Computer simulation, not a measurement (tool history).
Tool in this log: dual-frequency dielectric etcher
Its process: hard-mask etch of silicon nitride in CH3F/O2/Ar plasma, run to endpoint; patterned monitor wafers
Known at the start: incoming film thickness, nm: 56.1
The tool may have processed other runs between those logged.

{"run": 1, "hour": 0.0, "source power (kW)": 0.35, "bias power (kW)": 0.087, "endpoint time (s)": 76.759}
{"run": 2, "hour": 6.1, "source power (kW)": 0.35, "bias power (kW)": 0.074, "endpoint time (s)": 85.373}
{"run": 3, "hour": 14.0, "source power (kW)": 0.35, "bias power (kW)": 0.088, "endpoint time (s)": 76.395}
{"run": 4, "hour": 20.8, "source power (kW)": 0.3, "bias power (kW)": 0.088, "endpoint time (s)": 83.91}
{"hour": 22.7, "done": "wet clean of the chamber"}
{"run": 5, "hour": 22.7, "source power (kW)": 0.3, "bias power (kW)": 0.102, "endpoint time (s)": 80.126}
{"run": 6, "hour": 27.2, "source power (kW)": 0.27, "bias power (kW)": 0.092, "endpoint time (s)": 91.271}

Expected results for the next run?
{"run": 7, "hour": 30.6, "source power (kW)": 0.21, "bias power (kW)": 0.083, "endpoint time (s)": "?"}

endpoint time (s): 122.92
